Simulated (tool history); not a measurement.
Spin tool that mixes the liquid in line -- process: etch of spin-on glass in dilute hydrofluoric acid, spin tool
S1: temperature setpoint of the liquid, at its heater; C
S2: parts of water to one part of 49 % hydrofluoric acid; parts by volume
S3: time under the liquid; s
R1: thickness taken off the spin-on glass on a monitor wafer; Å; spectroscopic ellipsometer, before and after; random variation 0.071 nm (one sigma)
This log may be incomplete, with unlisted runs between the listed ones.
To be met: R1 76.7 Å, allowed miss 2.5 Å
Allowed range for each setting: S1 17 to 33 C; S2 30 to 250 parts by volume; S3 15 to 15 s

run  hour    S1   S2  S3      R1
  1     0    25  140  15  38.991
  2   5.9    25  100  15  58.091
  3  13.3    28  100  15  65.091
  4  18.2    28  100  15  64.527
  5  26.6    26  100  15  59.457
  6    34  27.5  100  15  63.472
  7  42.2    29  100  15  67.373
  8    50    30  100  15  70.131

Exercise: of the 4 proposed moves below, exactly one satisfies all targets within the stated allowed misses. Which move is it?
  A  57.8  30.5  105  15   ?
  B  57.8    28   80  15   ?
  C  57.8  31.5  120  15   ?
  D  57.8    28   85  15   ?

move      R1
   A  67.274
   B  83.168
   C  59.782
   D  77.734
A: moves away from the targets compared with the last run
B: the result that was furthest off in the last run now lies on the other side of its target
C: moves away from the targets compared with the last run
D: hits every target within its allowed miss
D meets every target.
